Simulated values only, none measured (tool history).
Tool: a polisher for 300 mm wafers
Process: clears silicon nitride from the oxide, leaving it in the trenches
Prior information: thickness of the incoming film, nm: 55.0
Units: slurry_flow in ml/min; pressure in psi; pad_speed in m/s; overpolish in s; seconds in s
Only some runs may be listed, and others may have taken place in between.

run	day	slurry_flow	pressure	pad_speed	overpolish	seconds
1	0.000	145	2.9	0.80	7	78.163
2	0.267	145	2.9	0.62	7	98.101
3	0.338	180	2.9	0.62	7	96.027
4	0.508	180	2.9	0.62	5	96.390
5	0.675	160	2.9	0.62	5	97.640
6	0.950	160	3.2	0.62	5	91.677
7	1.275	160	3.5	0.64	5	83.208
8	1.558	160	3.7	0.66	5	79.698

Forecast run 9:
9	1.738	180	4.5	0.70	5	?

Run 9 produced seconds 63.631 s.
